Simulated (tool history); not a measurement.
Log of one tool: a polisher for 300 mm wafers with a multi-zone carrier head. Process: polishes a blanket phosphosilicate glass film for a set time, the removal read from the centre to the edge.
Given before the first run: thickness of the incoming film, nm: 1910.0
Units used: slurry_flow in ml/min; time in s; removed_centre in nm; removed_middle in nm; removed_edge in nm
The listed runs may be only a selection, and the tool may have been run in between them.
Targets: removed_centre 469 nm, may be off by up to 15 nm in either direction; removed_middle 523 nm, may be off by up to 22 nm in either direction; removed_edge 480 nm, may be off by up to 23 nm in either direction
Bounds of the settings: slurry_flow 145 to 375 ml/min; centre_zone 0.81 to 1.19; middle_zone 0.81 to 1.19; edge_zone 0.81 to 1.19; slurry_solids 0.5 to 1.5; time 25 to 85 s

{"run": 1, "day": 0.0, "slurry_flow": 240, "centre_zone": 1, "middle_zone": 1, "edge_zone": 1, "slurry_solids": 1, "time": 55, "removed_centre": 377.56, "removed_middle": 380.25, "removed_edge": 363.99}
{"run": 2, "day": 0.083, "slurry_flow": 245, "centre_zone": 1, "middle_zone": 1.03, "edge_zone": 1.03, "slurry_solids": 1.1, "time": 55, "removed_centre": 399.31, "removed_middle": 404.75, "removed_edge": 375.81}
{"run": 3, "day": 0.292, "slurry_flow": 245, "centre_zone": 1.07, "middle_zone": 1.03, "edge_zone": 1.03, "slurry_solids": 1.1, "time": 55, "removed_centre": 412.27, "removed_middle": 417.85, "removed_edge": 379.19}
{"run": 4, "day": 0.625, "slurry_flow": 235, "centre_zone": 1.03, "middle_zone": 1.05, "edge_zone": 1.06, "slurry_solids": 1.2, "time": 56, "removed_centre": 415.36, "removed_middle": 439.44, "removed_edge": 411.88}
{"run": 5, "day": 0.779, "slurry_flow": 235, "centre_zone": 0.98, "middle_zone": 1.05, "edge_zone": 1.06, "slurry_solids": 1.2, "time": 56, "removed_centre": 405.25, "removed_middle": 434.72, "removed_edge": 407.24}
{"run": 6, "day": 0.8, "slurry_flow": 235, "centre_zone": 0.98, "middle_zone": 1.05, "edge_zone": 1.06, "slurry_solids": 1.4, "time": 56, "removed_centre": 426.09, "removed_middle": 466.66, "removed_edge": 439.92}
{"run": 7, "day": 0.838, "slurry_flow": 245, "centre_zone": 0.99, "middle_zone": 1.06, "edge_zone": 1.07, "slurry_solids": 1.4, "time": 56, "removed_centre": 437.85, "removed_middle": 475.15, "removed_edge": 442.34}
{"run": 8, "day": 0.858, "slurry_flow": 250, "centre_zone": 0.99, "middle_zone": 1.07, "edge_zone": 1.09, "slurry_solids": 1.4, "time": 56, "removed_centre": 439.01, "removed_middle": 472, "removed_edge": 429.71}
{"run": 9, "day": 1.188, "slurry_flow": 240, "centre_zone": 1, "middle_zone": 1.07, "edge_zone": 1.09, "slurry_solids": 1.4, "time": 57, "removed_centre": 438.7, "removed_middle": 478.86, "removed_edge": 442.59}
{"run": 10, "day": 1.262, "slurry_flow": 240, "centre_zone": 1, "middle_zone": 1.07, "edge_zone": 1.09, "slurry_solids": 1.4, "time": 58, "removed_centre": 455.97, "removed_middle": 489.56, "removed_edge": 447.92}
{"run": 11, "day": 1.354, "slurry_flow": 235, "centre_zone": 0.99, "middle_zone": 1.07, "edge_zone": 1.09, "slurry_solids": 1.4, "time": 58, "removed_centre": 455.23, "removed_middle": 484.24, "removed_edge": 447.47}
{"day": 1.6, "done": "edge zone pressure recalibrated"}
{"run": 12, "day": 1.6, "slurry_flow": 240, "centre_zone": 0.98, "middle_zone": 1.07, "edge_zone": 1.08, "slurry_solids": 1.4, "time": 58, "removed_centre": 442.63, "removed_middle": 487.96, "removed_edge": 468.73}
{"run": 13, "day": 1.867, "slurry_flow": 240, "centre_zone": 0.98, "middle_zone": 1.07, "edge_zone": 1.08, "slurry_solids": 1.4, "time": 58, "removed_centre": 446.83, "removed_middle": 494.65, "removed_edge": 478}

Exactly one of the 5 candidate moves below puts every result within its allowed miss. Which one?
{"run": "A", "day": 2.133, "slurry_flow": 235, "centre_zone": 0.91, "middle_zone": 1.14, "edge_zone": 1.09, "slurry_solids": 1.45, "time": 57, "removed_centre": "?", "removed_middle": "?", "removed_edge": "?"}
{"run": "B", "day": 2.133, "slurry_flow": 145, "centre_zone": 1.04, "middle_zone": 1.05, "edge_zone": 1.09, "slurry_solids": 1.25, "time": 64, "removed_centre": "?", "removed_middle": "?", "removed_edge": "?"}
{"run": "C", "day": 2.133, "slurry_flow": 155, "centre_zone": 0.86, "middle_zone": 1.01, "edge_zone": 1.03, "slurry_solids": 1.35, "time": 63, "removed_centre": "?", "removed_middle": "?", "removed_edge": "?"}
{"run": "D", "day": 2.133, "slurry_flow": 205, "centre_zone": 0.81, "middle_zone": 0.97, "edge_zone": 0.95, "slurry_solids": 1.35, "time": 67, "removed_centre": "?", "removed_middle": "?", "removed_edge": "?"}
{"run": "E", "day": 2.133, "slurry_flow": 280, "centre_zone": 1.04, "middle_zone": 1.13, "edge_zone": 1.13, "slurry_solids": 1.5, "time": 56, "removed_centre": "?", "removed_middle": "?", "removed_edge": "?"}

move=A removed_centre=421.03 removed_middle=524.7 removed_edge=463.96
move=B removed_centre=463.82 removed_middle=488.79 removed_edge=472.06
move=C removed_centre=409.71 removed_middle=484.32 removed_edge=468.63
move=D removed_centre=433.37 removed_middle=516.19 removed_edge=492.44
move=E removed_centre=473.85 removed_middle=526.59 removed_edge=476.11
A: its largest miss is bigger than the last run's
B: the furthest-off result lands on target, but another misses its tolerance
C: its largest miss is bigger than the last run's
D: its largest miss is bigger than the last run's
E: every result within its allowed miss
E is the move that brings every result within its allowed miss.
